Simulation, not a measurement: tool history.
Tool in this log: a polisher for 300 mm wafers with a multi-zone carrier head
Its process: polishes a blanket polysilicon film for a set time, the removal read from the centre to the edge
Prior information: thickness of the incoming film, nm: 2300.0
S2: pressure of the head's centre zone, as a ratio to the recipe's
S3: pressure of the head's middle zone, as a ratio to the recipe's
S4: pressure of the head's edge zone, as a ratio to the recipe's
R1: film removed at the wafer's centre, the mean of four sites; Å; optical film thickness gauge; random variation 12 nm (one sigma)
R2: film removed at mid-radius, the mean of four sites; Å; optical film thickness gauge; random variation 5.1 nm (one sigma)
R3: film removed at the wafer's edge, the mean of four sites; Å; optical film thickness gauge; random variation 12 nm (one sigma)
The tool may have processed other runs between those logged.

Run 1, hour 0: flow of slurry (ml/min) 160, S2 1, S3 1, S4 1, polishing time (s) 69. Result: R1 6756.5 Å, R2 6855.1 Å, R3 6841.8 Å.
Run 2, hour 2.6: flow of slurry (ml/min) 165, S2 1.02, S3 0.99, S4 1.02, polishing time (s) 70. Result: R1 7046.8 Å, R2 6875.2 Å, R3 7159.7 Å.
Run 3, hour 4.5: flow of slurry (ml/min) 170, S2 1.04, S3 0.99, S4 1.03, polishing time (s) 70. Result: R1 7263.6 Å, R2 6875.6 Å, R3 7147.7 Å.
Run 4, hour 5.6: flow of slurry (ml/min) 170, S2 1.04, S3 0.99, S4 0.95, polishing time (s) 70. Result: R1 7464.6 Å, R2 6951.2 Å, R3 6984.9 Å.
Run 5, hour 10: flow of slurry (ml/min) 175, S2 1.05, S3 0.98, S4 0.96, polishing time (s) 71. Result: R1 7624.1 Å, R2 7064 Å, R3 7070 Å.
Run 6, hour 15.1: flow of slurry (ml/min) 175, S2 1.06, S3 0.97, S4 0.98, polishing time (s) 72. Result: R1 7922.2 Å, R2 7083.2 Å, R3 7159.2 Å.
Run 7, hour 16.5: flow of slurry (ml/min) 175, S2 1.06, S3 0.96, S4 1, polishing time (s) 73. Result: R1 7851.2 Å, R2 7105 Å, R3 7443.6 Å.
Run 8, hour 19.8: flow of slurry (ml/min) 180, S2 1.07, S3 0.95, S4 1.01, polishing time (s) 73. Result: R1 8034.5 Å, R2 7056.7 Å, R3 7655.1 Å.

What does the tool deliver on the next run?
Run 9, hour 23: flow of slurry (ml/min) 185, S2 1.08, S3 0.95, S4 1.01, polishing time (s) 73. Result: R1 ?, R2 ?, R3 ?.

R1: 8205.3 Å
R2: 7018.9 Å
R3: 7384.6 Å
